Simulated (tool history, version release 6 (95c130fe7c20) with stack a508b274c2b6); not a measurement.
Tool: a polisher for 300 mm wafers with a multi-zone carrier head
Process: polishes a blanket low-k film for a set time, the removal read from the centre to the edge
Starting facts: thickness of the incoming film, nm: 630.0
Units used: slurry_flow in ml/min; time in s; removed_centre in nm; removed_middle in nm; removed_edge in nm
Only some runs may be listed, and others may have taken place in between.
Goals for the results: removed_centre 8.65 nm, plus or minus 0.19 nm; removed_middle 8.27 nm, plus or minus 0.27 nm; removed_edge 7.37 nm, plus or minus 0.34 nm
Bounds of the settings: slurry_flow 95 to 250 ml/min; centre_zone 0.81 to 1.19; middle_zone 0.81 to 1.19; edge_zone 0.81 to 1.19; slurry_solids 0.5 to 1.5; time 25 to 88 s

run	hour	slurry_flow	centre_zone	middle_zone	edge_zone	slurry_solids	time	removed_centre	removed_middle	removed_edge
1	0	160	1	1	1	1	56	18.658	18.441	19.099
2	8.5	140	1.03	1.02	0.94	0.85	46	13.943	13.834	13.478
3	15.2	175	1.03	1.02	0.94	0.85	46	14.616	14.199	13.734
4	19.5	140	1.03	1.02	0.94	0.85	46	14.142	14.154	13.705
5	22.3	140	1.03	1.02	0.89	0.85	46	14.149	14.196	13.026
6	28.9	140	1.03	1.02	0.89	0.85	58	17.771	17.294	16.459
7	29.9	155	1.03	1.01	0.87	0.75	48	13.885	13.641	12.662
8	38.8	175	1.03	1	0.86	0.65	42	11.55	11.021	10.382
9	44.9	205	1.04	1.05	0.81	0.5	29	6.8114	6.7919	5.875
10	51.1	205	1.07	1.07	0.86	0.55	29	7.5094	7.3878	6.5051
11	58.7	235	1.14	1.12	0.96	0.5	29	7.6033	7.2608	6.4893
12	65.9	235	1.15	1.13	0.97	0.55	29	8.1326	7.7644	6.9332
13	74.5	235	1.16	1.14	0.98	0.55	29	8.2517	7.8752	7.1567

Exercise: of the 5 proposed moves below, exactly one satisfies all targets within the stated allowed misses. Which move is it?
A	83.1	230	1.13	1.12	1.07	0.6	25	?	?	?
B	83.1	210	1.12	1.09	0.92	0.5	34	?	?	?
C	83.1	210	1.15	1.07	1.03	0.55	30	?	?	?
D	83.1	220	1.16	1.09	1.01	0.5	31	?	?	?
E	83.1	245	1.05	1.12	1	0.65	26	?	?	?

move	removed_centre	removed_middle	removed_edge
A	7.4029	7.0303	6.4661
B	8.6644	8.1268	7.1305
C	8.3994	7.5654	7.1173
D	8.2196	7.4503	6.8249
E	7.6314	7.7655	6.8928
A: moves away from the targets compared with the last run
B: meets every target
C: moves away from the targets compared with the last run
D: moves away from the targets compared with the last run
E: moves away from the targets compared with the last run
Answer: B
